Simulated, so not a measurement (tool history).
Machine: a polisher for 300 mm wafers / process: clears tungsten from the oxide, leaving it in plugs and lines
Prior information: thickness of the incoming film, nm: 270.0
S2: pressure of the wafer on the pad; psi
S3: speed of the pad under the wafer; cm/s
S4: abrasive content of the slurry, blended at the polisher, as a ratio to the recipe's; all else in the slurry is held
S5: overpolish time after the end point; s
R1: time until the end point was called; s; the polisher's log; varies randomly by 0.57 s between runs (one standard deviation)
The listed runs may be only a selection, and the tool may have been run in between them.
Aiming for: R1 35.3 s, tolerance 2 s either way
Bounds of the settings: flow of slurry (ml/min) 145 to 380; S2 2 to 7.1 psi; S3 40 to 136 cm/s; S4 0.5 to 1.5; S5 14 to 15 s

Run 1, hour 0: flow of slurry (ml/min) 245, S2 4.5 psi, S3 88 cm/s, S4 1, S5 14 s. Result: R1 51.197 s.
Run 2, hour 0.7: flow of slurry (ml/min) 245, S2 4.7 psi, S3 88 cm/s, S4 1, S5 14 s. Result: R1 47.64 s.
Run 3, hour 8.7: flow of slurry (ml/min) 245, S2 4.9 psi, S3 88 cm/s, S4 1, S5 14 s. Result: R1 47.455 s.
Run 4, hour 9.8: flow of slurry (ml/min) 245, S2 5.1 psi, S3 88 cm/s, S4 1, S5 14 s. Result: R1 45.688 s.
Run 5, hour 12.8: flow of slurry (ml/min) 300, S2 5.1 psi, S3 88 cm/s, S4 1, S5 14 s. Result: R1 43.686 s.
Run 6, hour 13.4: flow of slurry (ml/min) 300, S2 4.4 psi, S3 88 cm/s, S4 1, S5 14 s. Result: R1 51.067 s.
Run 7, hour 17.6: flow of slurry (ml/min) 300, S2 4.6 psi, S3 88 cm/s, S4 1, S5 14 s. Result: R1 48.315 s.
Run 8, hour 24.8: flow of slurry (ml/min) 300, S2 4.8 psi, S3 88 cm/s, S4 1, S5 14 s. Result: R1 46.634 s.
Run 9, hour 30.5: flow of slurry (ml/min) 300, S2 5 psi, S3 88 cm/s, S4 1, S5 14 s. Result: R1 44.896 s.
Run 10, hour 38.4: flow of slurry (ml/min) 300, S2 5.2 psi, S3 88 cm/s, S4 1, S5 14 s. Result: R1 44.843 s.
Run 11, hour 42.2: flow of slurry (ml/min) 300, S2 5.4 psi, S3 88 cm/s, S4 1, S5 14 s. Result: R1 42.884 s.
At hour 44.6: slurry nozzle cleaned.
Run 12, hour 44.6: flow of slurry (ml/min) 300, S2 5.6 psi, S3 88 cm/s, S4 1, S5 14 s. Result: R1 39.742 s.
Run 13, hour 46.9: flow of slurry (ml/min) 300, S2 5.7 psi, S3 88 cm/s, S4 1, S5 14 s. Result: R1 38.899 s.
Run 14, hour 53.2: flow of slurry (ml/min) 300, S2 5.8 psi, S3 88 cm/s, S4 1, S5 14 s. Result: R1 38.225 s.
Run 15, hour 60.2: flow of slurry (ml/min) 300, S2 5.9 psi, S3 88 cm/s, S4 1, S5 14 s. Result: R1 37.104 s.
Run 16, hour 69.1: flow of slurry (ml/min) 300, S2 6 psi, S3 88 cm/s, S4 1, S5 14 s. Result: R1 37.665 s.

Consider the 4 candidate settings below. Which is the only one whose results all fall within their allowed miss of target?
Run A, hour 78: flow of slurry (ml/min) 285, S2 6.3 psi, S3 88 cm/s, S4 1.05, S5 15 s. Result: R1 ?.
Run B, hour 78: flow of slurry (ml/min) 320, S2 5.9 psi, S3 84 cm/s, S4 0.9, S5 15 s. Result: R1 ?.
Run C, hour 78: flow of slurry (ml/min) 365, S2 5 psi, S3 96 cm/s, S4 1.05, S5 15 s. Result: R1 ?.
Run D, hour 78: flow of slurry (ml/min) 380, S2 6.1 psi, S3 80 cm/s, S4 1.1, S5 14 s. Result: R1 ?.

move      R1
   A  35.383
   B  40.178
   C  39.997
   D  38.723
A: every result lands within tolerance
B: its largest miss is bigger than the last run's
C: its largest miss is bigger than the last run's
D: its largest miss is bigger than the last run's
Move A is the one to make.

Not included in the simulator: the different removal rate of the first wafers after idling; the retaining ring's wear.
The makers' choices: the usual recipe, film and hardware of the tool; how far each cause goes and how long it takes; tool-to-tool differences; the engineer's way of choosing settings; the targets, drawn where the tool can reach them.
